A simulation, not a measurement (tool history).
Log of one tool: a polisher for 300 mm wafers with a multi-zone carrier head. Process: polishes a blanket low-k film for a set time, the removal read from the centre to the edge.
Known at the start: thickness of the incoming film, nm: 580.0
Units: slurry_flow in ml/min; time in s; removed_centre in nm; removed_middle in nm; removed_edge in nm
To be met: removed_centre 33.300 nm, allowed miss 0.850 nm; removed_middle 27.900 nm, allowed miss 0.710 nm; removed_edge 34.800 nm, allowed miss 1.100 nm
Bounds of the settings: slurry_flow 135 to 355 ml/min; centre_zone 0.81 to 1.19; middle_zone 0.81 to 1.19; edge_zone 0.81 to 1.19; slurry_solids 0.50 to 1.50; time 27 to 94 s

Run 1, hour 0.0: slurry_flow 225 ml/min, centre_zone 1.00, middle_zone 1.00, edge_zone 1.00, slurry_solids 1.00, time 60 s. Result: removed_centre 19.938 nm, removed_middle 21.898 nm, removed_edge 22.808 nm.
Run 2, hour 5.2: slurry_flow 240 ml/min, centre_zone 1.05, middle_zone 0.97, edge_zone 1.06, slurry_solids 1.15, time 61 s. Result: removed_centre 23.001 nm, removed_middle 23.281 nm, removed_edge 25.818 nm.
Run 3, hour 11.4: slurry_flow 255 ml/min, centre_zone 1.09, middle_zone 0.95, edge_zone 1.10, slurry_solids 1.25, time 62 s. Result: removed_centre 25.615 nm, removed_middle 24.306 nm, removed_edge 27.585 nm.
Run 4, hour 20.2: slurry_flow 255 ml/min, centre_zone 1.09, middle_zone 0.95, edge_zone 1.03, slurry_solids 1.25, time 62 s. Result: removed_centre 25.350 nm, removed_middle 24.179 nm, removed_edge 26.970 nm.
Run 5, hour 25.7: slurry_flow 260 ml/min, centre_zone 1.11, middle_zone 0.93, edge_zone 1.07, slurry_solids 1.35, time 64 s. Result: removed_centre 27.470 nm, removed_middle 25.459 nm, removed_edge 29.509 nm.
Run 6, hour 28.7: slurry_flow 260 ml/min, centre_zone 1.07, middle_zone 0.93, edge_zone 1.07, slurry_solids 1.35, time 64 s. Result: removed_centre 26.287 nm, removed_middle 25.463 nm, removed_edge 29.485 nm.
Run 7, hour 37.6: slurry_flow 265 ml/min, centre_zone 1.10, middle_zone 0.92, edge_zone 1.10, slurry_solids 1.40, time 65 s. Result: removed_centre 27.953 nm, removed_middle 26.156 nm, removed_edge 30.646 nm.
Run 8, hour 43.8: slurry_flow 270 ml/min, centre_zone 1.12, middle_zone 0.91, edge_zone 1.12, slurry_solids 1.45, time 66 s. Result: removed_centre 29.479 nm, removed_middle 26.615 nm, removed_edge 31.615 nm.
Run 9, hour 46.2: slurry_flow 270 ml/min, centre_zone 1.13, middle_zone 0.90, edge_zone 1.13, slurry_solids 1.45, time 67 s. Result: removed_centre 30.100 nm, removed_middle 27.039 nm, removed_edge 32.377 nm.
Run 10, hour 52.5: slurry_flow 275 ml/min, centre_zone 1.14, middle_zone 0.89, edge_zone 1.15, slurry_solids 1.45, time 68 s. Result: removed_centre 31.058 nm, removed_middle 26.895 nm, removed_edge 33.439 nm.
Run 11, hour 53.7: slurry_flow 275 ml/min, centre_zone 1.14, middle_zone 0.89, edge_zone 1.15, slurry_solids 1.45, time 68 s. Result: removed_centre 31.466 nm, removed_middle 27.033 nm, removed_edge 33.469 nm.
Run 12, hour 58.9: slurry_flow 325 ml/min, centre_zone 1.17, middle_zone 0.89, edge_zone 1.19, slurry_solids 1.45, time 68 s. Result: removed_centre 32.201 nm, removed_middle 27.454 nm, removed_edge 33.925 nm.

5 next moves are on the table. One of them brings every result within its allowed miss. Which?
Run A, hour 64.1: slurry_flow 355 ml/min, centre_zone 1.17, middle_zone 0.88, edge_zone 1.17, slurry_solids 1.50, time 68 s. Result: removed_centre ?, removed_middle ?, removed_edge ?.
Run B, hour 64.1: slurry_flow 215 ml/min, centre_zone 1.17, middle_zone 0.98, edge_zone 1.19, slurry_solids 1.45, time 66 s. Result: removed_centre ?, removed_middle ?, removed_edge ?.
Run C, hour 64.1: slurry_flow 355 ml/min, centre_zone 1.19, middle_zone 0.95, edge_zone 1.14, slurry_solids 1.45, time 66 s. Result: removed_centre ?, removed_middle ?, removed_edge ?.
Run D, hour 64.1: slurry_flow 300 ml/min, centre_zone 1.17, middle_zone 0.95, edge_zone 1.16, slurry_solids 1.50, time 65 s. Result: removed_centre ?, removed_middle ?, removed_edge ?.
Run E, hour 64.1: slurry_flow 335 ml/min, centre_zone 1.19, middle_zone 0.90, edge_zone 1.19, slurry_solids 1.45, time 65 s. Result: removed_centre ?, removed_middle ?, removed_edge ?.

move  removed_centre  removed_middle  removed_edge
   A          33.272          27.893        34.608
   B          29.971          27.632        32.018
   C          32.461          28.493        32.699
   D          31.277          27.976        32.512
   E          31.781          26.688        32.825
A: meets every target
B: further off than the last run
C: brings the result that was furthest off to its target, and leaves another outside
D: further off than the last run
E: further off than the last run
Answer: A
